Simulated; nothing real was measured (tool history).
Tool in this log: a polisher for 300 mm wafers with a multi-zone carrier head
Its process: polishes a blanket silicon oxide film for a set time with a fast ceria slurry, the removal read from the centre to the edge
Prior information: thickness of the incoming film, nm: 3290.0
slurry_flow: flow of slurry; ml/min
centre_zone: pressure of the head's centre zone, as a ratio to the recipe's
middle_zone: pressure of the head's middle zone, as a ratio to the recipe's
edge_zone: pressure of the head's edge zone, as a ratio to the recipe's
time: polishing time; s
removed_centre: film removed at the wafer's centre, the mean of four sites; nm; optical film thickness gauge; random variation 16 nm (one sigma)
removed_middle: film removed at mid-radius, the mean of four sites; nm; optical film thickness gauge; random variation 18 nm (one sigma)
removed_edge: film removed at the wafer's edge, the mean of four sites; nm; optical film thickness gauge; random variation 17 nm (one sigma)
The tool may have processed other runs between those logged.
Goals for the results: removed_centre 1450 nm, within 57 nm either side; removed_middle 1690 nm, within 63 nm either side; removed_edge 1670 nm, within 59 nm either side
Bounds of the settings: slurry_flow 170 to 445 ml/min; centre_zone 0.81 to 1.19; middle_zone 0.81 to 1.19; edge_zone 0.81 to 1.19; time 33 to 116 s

run  hour  slurry_flow  centre_zone  middle_zone  edge_zone  time  removed_centre  removed_middle  removed_edge
  1     0          285            1            1          1    74          1074.8            1098        1110.7
  2   0.7          285         0.99         1.02       1.02    78          1122.2          1172.5        1184.4
  3   3.1          285         0.99         1.02       1.02    85          1225.7            1298        1271.7
  4     9          285         0.99         1.02       0.96    85          1218.4          1277.8        1263.4
  5  14.5          285         0.99         1.02       0.99    85          1206.5            1276        1259.3
  6  16.9          285         0.99         1.02       1.04    85          1225.8          1276.7          1278
  7  23.8          285         0.97         1.02       1.05    89          1232.7          1319.3        1370.5
  8  28.8          285         0.97         1.03       1.06    91          1281.4          1362.3        1370.7
  9  32.8          285         0.96         1.04       1.06    94          1323.8          1441.4        1450.2
 10  38.3          290         0.95         1.05       1.07    96          1311.6          1501.9        1478.5
 11  43.3          295         0.95         1.05       1.08    97          1321.4            1496        1499.4
 12  49.6          295         0.95         1.05       1.08    98          1345.6          1535.6        1484.1
 13  53.1          290         0.95         1.05       1.08    99          1389.3          1566.7        1517.1
 14  59.4          290         0.94         1.05       1.09   100          1335.1          1554.7        1522.8
 15  64.9          290         0.94         1.05        1.1   101          1379.8          1566.7          1568
 16  73.4          290         0.94         1.05       1.11   102          1383.6          1595.3        1601.2
 17  75.3          290         0.94         1.05       1.12   102          1403.9            1560        1621.2
 18  78.2          290         0.94         1.06       1.12   102          1388.2          1622.9          1598
 19  79.7          290         0.94         1.06       1.13   102            1380          1605.1          1604
 20  81.2          290         0.94         1.06       1.14   102          1374.3            1614        1609.5

Exercise: of the 5 proposed moves below, exactly one satisfies all targets within the stated allowed misses. Which move is it?
  A  82.7          280            1         0.96       1.14   105               ?               ?             ?
  B  82.7          305         0.93         1.19       1.11    97               ?               ?             ?
  C  82.7          260         1.01         1.06       1.08    98               ?               ?             ?
  D  82.7          250         0.95          1.1       1.13   107               ?               ?             ?
  E  82.7          325         0.81          1.1       1.19   102               ?               ?             ?

move  removed_centre  removed_middle  removed_edge
   A          1515.9          1491.8        1649.9
   B          1313.6          1667.1        1509.7
   C          1420.3          1504.7        1495.1
   D          1452.9          1690.5        1659.6
   E          1207.3            1647        1645.3
A: carries the result that was furthest off beyond its target, to the other side
B: further off than the last run
C: the worst result of the last run now meets its target, but another is out of spec
D: every result lands within tolerance
E: further off than the last run
The right move is D.
